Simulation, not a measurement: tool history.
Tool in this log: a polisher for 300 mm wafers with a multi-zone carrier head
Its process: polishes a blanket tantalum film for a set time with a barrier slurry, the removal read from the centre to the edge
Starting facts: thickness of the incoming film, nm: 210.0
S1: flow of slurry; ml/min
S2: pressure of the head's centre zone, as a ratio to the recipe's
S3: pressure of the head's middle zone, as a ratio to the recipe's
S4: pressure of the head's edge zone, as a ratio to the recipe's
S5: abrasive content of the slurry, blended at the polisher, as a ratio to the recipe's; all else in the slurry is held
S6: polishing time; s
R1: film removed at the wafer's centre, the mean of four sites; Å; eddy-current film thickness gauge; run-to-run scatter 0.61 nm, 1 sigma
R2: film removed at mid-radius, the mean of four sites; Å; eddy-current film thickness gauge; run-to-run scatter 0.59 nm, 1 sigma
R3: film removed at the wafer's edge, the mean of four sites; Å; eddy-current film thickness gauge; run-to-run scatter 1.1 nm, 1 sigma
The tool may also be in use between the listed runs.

run 1 hour=0.0 | S1=280 S2=1.00 S3=1.00 S4=1.00 S5=1.00 S6=41 | R1=726.24 R2=715.34 R3=723.06
run 2 hour=0.5 | S1=280 S2=1.00 S3=1.04 S4=1.00 S5=1.00 S6=41 | R1=730.36 R2=745.99 R3=722.91
run 3 hour=4.7 | S1=280 S2=1.00 S3=1.04 S4=1.00 S5=1.15 S6=41 | R1=771.17 R2=791.29 R3=761.14
run 4 hour=10.5 | S1=280 S2=0.96 S3=1.04 S4=1.00 S5=1.15 S6=41 | R1=734.40 R2=806.98 R3=759.95
run 5 hour=18.7 | S1=280 S2=1.02 S3=1.04 S4=1.00 S5=1.15 S6=41 | R1=779.39 R2=792.93 R3=750.27
run 6 hour=22.1 | S1=240 S2=1.02 S3=1.04 S4=1.00 S5=1.15 S6=41 | R1=763.95 R2=787.14 R3=739.19
run 7 hour=25.6 | S1=250 S2=1.03 S3=1.01 S4=1.02 S5=1.15 S6=41 | R1=781.98 R2=772.54 R3=769.43
run 8 hour=27.7 | S1=255 S2=1.04 S3=0.99 S4=1.02 S5=1.15 S6=41 | R1=786.44 R2=748.96 R3=759.50
run 9 hour=34.0 | S1=260 S2=1.05 S3=0.97 S4=1.03 S5=1.15 S6=41 | R1=793.74 R2=743.54 R3=757.76

Run 10, settings as shown, results not yet in. Your forecast:
run 10 hour=38.3 | S1=260 S2=1.06 S3=0.95 S4=1.05 S5=1.15 S6=41 | R1=? R2=? R3=?

Run 10 produced R1 796.65 Å, R2 718.21 Å, R3 786.22 Å.
